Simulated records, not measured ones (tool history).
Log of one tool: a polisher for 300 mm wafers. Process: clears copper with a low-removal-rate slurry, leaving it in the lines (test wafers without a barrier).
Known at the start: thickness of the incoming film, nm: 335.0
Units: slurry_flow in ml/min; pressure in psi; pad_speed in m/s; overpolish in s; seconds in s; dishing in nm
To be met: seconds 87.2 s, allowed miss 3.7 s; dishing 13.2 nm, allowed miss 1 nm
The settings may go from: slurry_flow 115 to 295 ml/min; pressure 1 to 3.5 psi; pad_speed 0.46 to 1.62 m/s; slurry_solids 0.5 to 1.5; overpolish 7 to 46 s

Run 1, day 0: slurry_flow 190 ml/min, pressure 2.2 psi, pad_speed 1.04 m/s, slurry_solids 1, overpolish 24 s. Result: seconds 148.83 s, dishing 12.694 nm.
Run 2, day 0.088: slurry_flow 190 ml/min, pressure 2.4 psi, pad_speed 1.04 m/s, slurry_solids 1, overpolish 23 s. Result: seconds 135.58 s, dishing 12.819 nm.
Run 3, day 0.133: slurry_flow 190 ml/min, pressure 2.4 psi, pad_speed 1.04 m/s, slurry_solids 1, overpolish 18 s. Result: seconds 134.68 s, dishing 12.221 nm.
Run 4, day 0.246: slurry_flow 190 ml/min, pressure 2.4 psi, pad_speed 1.04 m/s, slurry_solids 0.8, overpolish 18 s. Result: seconds 145.87 s, dishing 11.481 nm.
Run 5, day 0.546: slurry_flow 190 ml/min, pressure 2.6 psi, pad_speed 1.04 m/s, slurry_solids 0.8, overpolish 19 s. Result: seconds 133.3 s, dishing 12.698 nm.
Run 6, day 0.717: slurry_flow 190 ml/min, pressure 2.6 psi, pad_speed 1.04 m/s, slurry_solids 0.8, overpolish 23 s. Result: seconds 134.5 s, dishing 13.203 nm.
Run 7, day 0.992: slurry_flow 190 ml/min, pressure 2.7 psi, pad_speed 1.04 m/s, slurry_solids 0.8, overpolish 21 s. Result: seconds 130.75 s, dishing 12.767 nm.
Run 8, day 1.029: slurry_flow 190 ml/min, pressure 2.8 psi, pad_speed 1.06 m/s, slurry_solids 0.8, overpolish 20 s. Result: seconds 121.85 s, dishing 12.961 nm.
Run 9, day 1.183: slurry_flow 190 ml/min, pressure 2.9 psi, pad_speed 1.06 m/s, slurry_solids 0.8, overpolish 19 s. Result: seconds 118.89 s, dishing 13.071 nm.
Run 10, day 1.521: slurry_flow 190 ml/min, pressure 3 psi, pad_speed 1.08 m/s, slurry_solids 0.8, overpolish 18 s. Result: seconds 111.36 s, dishing 12.343 nm.
Run 11, day 1.733: slurry_flow 190 ml/min, pressure 3 psi, pad_speed 1.08 m/s, slurry_solids 0.8, overpolish 18 s. Result: seconds 111.64 s, dishing 12.459 nm.
Run 12, day 1.888: slurry_flow 190 ml/min, pressure 3.1 psi, pad_speed 1.08 m/s, slurry_solids 0.8, overpolish 18 s. Result: seconds 108.79 s, dishing 13.243 nm.
Run 13, day 2.117: slurry_flow 195 ml/min, pressure 3.5 psi, pad_speed 1.2 m/s, slurry_solids 0.8, overpolish 7 s. Result: seconds 87.009 s, dishing 10.918 nm.
Run 14, day 2.425: slurry_flow 195 ml/min, pressure 3.5 psi, pad_speed 1.2 m/s, slurry_solids 0.8, overpolish 9 s. Result: seconds 86.908 s, dishing 11.287 nm.
Run 15, day 2.604: slurry_flow 195 ml/min, pressure 3.5 psi, pad_speed 1.2 m/s, slurry_solids 0.8, overpolish 9 s. Result: seconds 88.799 s, dishing 11.88 nm.
Run 16, day 2.958: slurry_flow 195 ml/min, pressure 3.5 psi, pad_speed 1.2 m/s, slurry_solids 0.8, overpolish 10 s. Result: seconds 85.549 s, dishing 12.057 nm.

5 next moves are on the table. One of them brings every result within its allowed miss. Which?
Run A, day 3.312: slurry_flow 235 ml/min, pressure 3.5 psi, pad_speed 1.2 m/s, slurry_solids 0.8, overpolish 8 s. Result: seconds ?, dishing ?.
Run B, day 3.312: slurry_flow 250 ml/min, pressure 3.2 psi, pad_speed 1.34 m/s, slurry_solids 0.7, overpolish 8 s. Result: seconds ?, dishing ?.
Run C, day 3.312: slurry_flow 190 ml/min, pressure 3.5 psi, pad_speed 1.18 m/s, slurry_solids 0.8, overpolish 7 s. Result: seconds ?, dishing ?.
Run D, day 3.312: slurry_flow 180 ml/min, pressure 3.3 psi, pad_speed 1.18 m/s, slurry_solids 1, overpolish 17 s. Result: seconds ?, dishing ?.
Run E, day 3.312: slurry_flow 195 ml/min, pressure 3.5 psi, pad_speed 1.22 m/s, slurry_solids 0.95, overpolish 8 s. Result: seconds ?, dishing ?.

move  seconds  dishing
   A   82.331   10.937
   B   83.713   10.852
   C   85.709   10.238
   D   85.435   12.659
   E   78.494   11.114
A: further off than the last run
B: further off than the last run
C: further off than the last run
D: meets every target
E: further off than the last run
Answer: D

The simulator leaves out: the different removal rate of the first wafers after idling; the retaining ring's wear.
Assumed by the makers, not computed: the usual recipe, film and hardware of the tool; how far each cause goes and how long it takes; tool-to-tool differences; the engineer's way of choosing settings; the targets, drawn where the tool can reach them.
